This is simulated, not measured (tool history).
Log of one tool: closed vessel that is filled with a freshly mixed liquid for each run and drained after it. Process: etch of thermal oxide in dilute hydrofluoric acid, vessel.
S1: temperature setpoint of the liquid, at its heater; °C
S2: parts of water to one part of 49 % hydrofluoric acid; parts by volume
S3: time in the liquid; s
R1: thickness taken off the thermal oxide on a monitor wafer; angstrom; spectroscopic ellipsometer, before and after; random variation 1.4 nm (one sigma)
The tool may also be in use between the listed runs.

run,hour,S1,S2,S3,R1
1,0.0,24.0,125,2420,918.14
2,8.6,24.0,125,2585,976.89
3,16.5,24.0,90,2585,1425.50
4,19.9,24.0,130,2585,937.65
5,26.1,24.0,130,2585,930.07
# hour 27.6: hydrofluoric acid flow meter replaced
6,27.6,24.0,130,2585,839.31
7,31.1,26.0,120,2585,998.23
8,32.2,25.5,105,2585,1133.60
9,35.8,24.0,90,2585,1272.70

The next listed run, before its measurement:
10,42.1,25.0,75,2585,?

R1: 1624.50 angstrom

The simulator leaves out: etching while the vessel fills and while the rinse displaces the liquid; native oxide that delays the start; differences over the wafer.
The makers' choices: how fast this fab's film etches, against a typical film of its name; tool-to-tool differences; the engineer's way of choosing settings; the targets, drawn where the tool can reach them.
